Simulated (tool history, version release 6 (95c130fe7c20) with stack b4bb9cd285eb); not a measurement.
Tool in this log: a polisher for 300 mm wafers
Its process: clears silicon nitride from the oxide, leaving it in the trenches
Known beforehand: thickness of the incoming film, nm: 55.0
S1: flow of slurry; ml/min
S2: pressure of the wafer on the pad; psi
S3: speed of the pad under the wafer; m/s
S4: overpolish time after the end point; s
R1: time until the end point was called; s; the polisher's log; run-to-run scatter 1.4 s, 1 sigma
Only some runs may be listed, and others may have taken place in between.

run	hour	S1	S2	S3	S4	R1
1	0.0	215	1.8	0.96	7	122.73
2	4.7	215	1.8	0.96	7	118.55
3	8.1	215	2.0	0.98	7	108.76
4	13.4	215	2.0	0.74	7	148.25
5	17.2	215	2.4	0.74	7	127.64
6	21.8	175	2.4	0.74	7	133.88

Run 7 has not been measured yet. What should we expect?
7	28.3	185	2.5	0.82	7	?

Run 7 yielded R1 113.62 s.
